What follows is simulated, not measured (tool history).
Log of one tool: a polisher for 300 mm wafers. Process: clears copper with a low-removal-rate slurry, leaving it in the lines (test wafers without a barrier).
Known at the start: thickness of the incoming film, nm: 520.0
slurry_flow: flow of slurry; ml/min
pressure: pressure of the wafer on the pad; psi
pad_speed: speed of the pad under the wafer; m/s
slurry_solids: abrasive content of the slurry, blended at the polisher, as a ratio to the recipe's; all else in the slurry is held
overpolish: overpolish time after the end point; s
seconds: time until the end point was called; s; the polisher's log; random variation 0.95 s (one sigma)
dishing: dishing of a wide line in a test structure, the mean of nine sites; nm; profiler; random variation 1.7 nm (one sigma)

| run | hour | slurry_flow | pressure | pad_speed | slurry_solids | overpolish | seconds | dishing |
|---|---|---|---|---|---|---|---|---|
| 1 | 0.0 | 265 | 2.5 | 1.28 | 1.0 | 25 | 128.25 | 65.789 |
| 2 | 8.0 | 265 | 2.8 | 1.28 | 1.0 | 27 | 117.15 | 75.458 |
| 3 | 11.4 | 265 | 3.1 | 1.28 | 1.0 | 28 | 104.99 | 84.419 |
| 4 | 16.8 | 265 | 3.1 | 1.28 | 0.9 | 28 | 108.00 | 82.401 |
| 5 | 24.6 | 265 | 3.1 | 1.28 | 0.7 | 28 | 110.98 | 82.590 |
| 6 | 30.9 | 265 | 3.1 | 1.14 | 0.7 | 28 | 125.02 | 74.598 |
| 7 | 36.3 | 265 | 3.3 | 1.18 | 0.7 | 29 | 113.65 | 81.558 |

Forecast run 8:
| 8 | 44.9 | 265 | 3.5 | 1.22 | 0.7 | 30 | ? | ? |

{"run 8": {"seconds": 103.56, "dishing": 89.605}}
